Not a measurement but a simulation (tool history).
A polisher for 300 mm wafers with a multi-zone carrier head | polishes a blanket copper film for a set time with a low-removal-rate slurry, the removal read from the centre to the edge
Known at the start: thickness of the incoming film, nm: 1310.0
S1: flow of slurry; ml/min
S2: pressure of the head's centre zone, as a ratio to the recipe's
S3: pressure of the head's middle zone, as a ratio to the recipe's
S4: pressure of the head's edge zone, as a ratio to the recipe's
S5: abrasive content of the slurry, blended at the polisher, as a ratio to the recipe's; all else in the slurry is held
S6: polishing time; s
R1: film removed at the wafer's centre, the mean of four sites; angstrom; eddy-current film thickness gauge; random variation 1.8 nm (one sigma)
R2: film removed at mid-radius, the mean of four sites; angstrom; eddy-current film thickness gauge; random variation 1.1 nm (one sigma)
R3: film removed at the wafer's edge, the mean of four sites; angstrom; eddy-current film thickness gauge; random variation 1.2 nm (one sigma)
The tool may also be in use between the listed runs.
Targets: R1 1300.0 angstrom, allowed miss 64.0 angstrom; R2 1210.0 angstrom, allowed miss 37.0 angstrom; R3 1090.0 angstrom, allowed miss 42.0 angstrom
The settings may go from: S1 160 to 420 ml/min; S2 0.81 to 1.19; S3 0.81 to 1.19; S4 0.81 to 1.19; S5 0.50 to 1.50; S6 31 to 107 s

run 1 hour=0.0 | S1=270 S2=1.00 S3=1.00 S4=1.00 S5=1.00 S6=69 | R1=1788.0 R2=1770.7 R3=1734.9
run 2 hour=8.6 | S1=270 S2=1.00 S3=1.00 S4=1.00 S5=1.00 S6=59 | R1=1529.4 R2=1476.7 R3=1529.5
run 3 hour=14.1 | S1=270 S2=1.00 S3=1.04 S4=1.00 S5=1.00 S6=59 | R1=1556.6 R2=1537.3 R3=1505.7
run 4 hour=15.3 | S1=270 S2=1.01 S3=1.04 S4=0.98 S5=0.95 S6=58 | R1=1539.1 R2=1472.2 R3=1432.8
-- hour=20.8 edge zone pressure recalibrated
run 5 hour=20.8 | S1=270 S2=0.93 S3=1.04 S4=0.98 S5=0.95 S6=58 | R1=1386.7 R2=1492.9 R3=1407.2
run 6 hour=26.4 | S1=270 S2=0.93 S3=1.04 S4=1.06 S5=0.95 S6=58 | R1=1387.7 R2=1501.8 R3=1458.7
run 7 hour=30.1 | S1=285 S2=1.03 S3=1.04 S4=0.96 S5=0.70 S6=49 | R1=1214.8 R2=1167.6 R3=1109.0
run 8 hour=37.5 | S1=285 S2=1.03 S3=1.04 S4=0.96 S5=0.70 S6=49 | R1=1234.7 R2=1182.2 R3=1076.9

Which of these 5 next moves meets every target?
run A hour=44.9 | S1=290 S2=1.11 S3=1.02 S4=0.98 S5=0.75 S6=47 | R1=? R2=? R3=?
run B hour=44.9 | S1=275 S2=1.05 S3=1.01 S4=0.95 S5=0.80 S6=46 | R1=? R2=? R3=?
run C hour=44.9 | S1=295 S2=1.02 S3=1.06 S4=0.95 S5=0.60 S6=47 | R1=? R2=? R3=?
run D hour=44.9 | S1=310 S2=1.10 S3=1.08 S4=0.95 S5=0.75 S6=48 | R1=? R2=? R3=?
run E hour=44.9 | S1=315 S2=1.19 S3=1.01 S4=0.92 S5=0.75 S6=47 | R1=? R2=? R3=?

move=A R1=1303.4 R2=1126.3 R3=1084.8
move=B R1=1216.7 R2=1105.2 R3=1057.6
move=C R1=1137.7 R2=1100.8 R3=1014.7
move=D R1=1329.8 R2=1207.4 R3=1096.8
move=E R1=1411.2 R2=1127.6 R3=1060.1
A: brings the result that was furthest off to its target, and leaves another outside
B: further off than the last run
C: further off than the last run
D: meets every target
E: takes the result that was furthest off past its target
Answer: D

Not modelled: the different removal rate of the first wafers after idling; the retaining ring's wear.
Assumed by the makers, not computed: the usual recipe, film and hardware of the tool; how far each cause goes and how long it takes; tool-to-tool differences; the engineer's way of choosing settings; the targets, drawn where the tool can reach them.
